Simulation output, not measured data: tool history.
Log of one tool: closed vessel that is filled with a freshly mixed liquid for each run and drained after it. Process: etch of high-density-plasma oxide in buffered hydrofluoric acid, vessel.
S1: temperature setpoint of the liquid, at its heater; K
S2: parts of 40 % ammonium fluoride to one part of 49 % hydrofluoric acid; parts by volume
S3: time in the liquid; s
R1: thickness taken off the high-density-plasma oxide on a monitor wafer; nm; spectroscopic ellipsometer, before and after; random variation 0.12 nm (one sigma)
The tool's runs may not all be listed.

run,day,S1,S2,S3,R1
1,0.000,298.15,23.5,30,30.236
2,0.238,299.65,23.5,30,32.549
3,0.312,302.65,23.5,30,38.371
4,0.538,301.15,23.5,30,35.297
5,0.717,299.15,24.0,30,31.254
6,0.983,295.65,24.0,30,26.052
7,1.167,294.65,24.5,30,24.040
8,1.192,294.15,24.5,30,23.553
9,1.408,293.65,24.5,30,23.190
10,1.738,293.15,25.0,30,21.661

Forecast run 11:
11,1.992,292.65,25.0,30,?

Run 11 measured R1 21.045 nm.
